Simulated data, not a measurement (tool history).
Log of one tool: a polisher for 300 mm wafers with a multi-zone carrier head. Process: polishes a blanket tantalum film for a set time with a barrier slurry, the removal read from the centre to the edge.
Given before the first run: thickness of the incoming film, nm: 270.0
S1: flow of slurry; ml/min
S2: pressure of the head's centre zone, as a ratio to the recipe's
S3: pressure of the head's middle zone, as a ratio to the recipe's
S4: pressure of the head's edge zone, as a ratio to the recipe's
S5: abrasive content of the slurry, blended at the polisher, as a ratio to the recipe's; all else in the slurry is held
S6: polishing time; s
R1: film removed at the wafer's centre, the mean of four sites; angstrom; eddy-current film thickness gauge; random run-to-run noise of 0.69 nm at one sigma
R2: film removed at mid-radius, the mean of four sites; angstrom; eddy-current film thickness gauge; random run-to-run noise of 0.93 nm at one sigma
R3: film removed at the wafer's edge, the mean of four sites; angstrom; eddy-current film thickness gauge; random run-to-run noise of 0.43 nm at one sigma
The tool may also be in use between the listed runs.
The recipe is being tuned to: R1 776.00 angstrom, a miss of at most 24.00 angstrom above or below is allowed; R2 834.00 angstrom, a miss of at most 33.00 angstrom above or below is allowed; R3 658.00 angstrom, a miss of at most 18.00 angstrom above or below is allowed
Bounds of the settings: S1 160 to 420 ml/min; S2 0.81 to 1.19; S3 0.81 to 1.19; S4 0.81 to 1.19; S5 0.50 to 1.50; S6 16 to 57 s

| run | hour | S1 | S2 | S3 | S4 | S5 | S6 | R1 | R2 | R3 |
|---|---|---|---|---|---|---|---|---|---|---|
| 1 | 0.0 | 270 | 1.00 | 1.00 | 1.00 | 1.00 | 36 | 776.09 | 810.09 | 790.42 |
| 2 | 4.5 | 270 | 1.04 | 1.00 | 1.00 | 1.00 | 36 | 806.02 | 813.79 | 783.08 |
| 3 | 6.7 | 270 | 1.04 | 1.00 | 0.92 | 1.00 | 36 | 818.81 | 808.86 | 755.47 |
| 4 | 10.1 | 270 | 1.04 | 1.00 | 0.99 | 1.00 | 36 | 818.27 | 795.43 | 774.61 |
| 5 | 16.1 | 320 | 1.04 | 1.00 | 0.99 | 1.00 | 36 | 836.86 | 834.81 | 788.01 |
| 6 | 24.2 | 315 | 1.04 | 1.02 | 0.97 | 0.95 | 36 | 814.52 | 842.70 | 782.31 |
| 7 | 30.9 | 315 | 1.05 | 1.03 | 0.95 | 0.90 | 36 | 797.79 | 821.44 | 755.59 |
| 8 | 38.2 | 315 | 1.06 | 1.05 | 0.93 | 0.90 | 36 | 821.95 | 835.95 | 739.68 |
| 9 | 42.1 | 310 | 1.06 | 1.06 | 0.92 | 0.90 | 36 | 819.47 | 841.47 | 732.80 |
| 10 | 50.7 | 305 | 1.06 | 1.07 | 0.91 | 0.90 | 36 | 801.80 | 852.93 | 738.79 |
| 11 | 56.5 | 305 | 1.07 | 1.08 | 0.90 | 0.90 | 36 | 818.87 | 857.19 | 729.39 |

Which one of the following 5 next-run settings gets every result inside its allowed miss? There is exactly one.
| A | 62.3 | 215 | 1.18 | 1.12 | 0.81 | 1.05 | 31 | ? | ? | ? |
| B | 62.3 | 310 | 1.14 | 1.13 | 0.84 | 0.80 | 35 | ? | ? | ? |
| C | 62.3 | 230 | 1.00 | 1.03 | 0.96 | 1.00 | 34 | ? | ? | ? |
| D | 62.3 | 255 | 1.09 | 1.19 | 0.82 | 1.00 | 35 | ? | ? | ? |
| E | 62.3 | 260 | 1.07 | 1.11 | 0.81 | 1.05 | 33 | ? | ? | ? |

| move | R1 | R2 | R3 |
|---|---|---|---|
| A | 782.78 | 750.35 | 612.61 |
| B | 826.81 | 821.51 | 668.46 |
| C | 730.92 | 763.60 | 720.21 |
| D | 829.77 | 901.55 | 697.21 |
| E | 781.03 | 813.72 | 664.99 |
A: carries the result that was furthest off beyond its target, to the other side
B: puts the biggest miss on target and leaves a different result outside tolerance
C: closes in on the targets versus the last run, not all within tolerance yet
D: closes in on the targets versus the last run, not all within tolerance yet
E: each result inside its tolerance
The right move is E.

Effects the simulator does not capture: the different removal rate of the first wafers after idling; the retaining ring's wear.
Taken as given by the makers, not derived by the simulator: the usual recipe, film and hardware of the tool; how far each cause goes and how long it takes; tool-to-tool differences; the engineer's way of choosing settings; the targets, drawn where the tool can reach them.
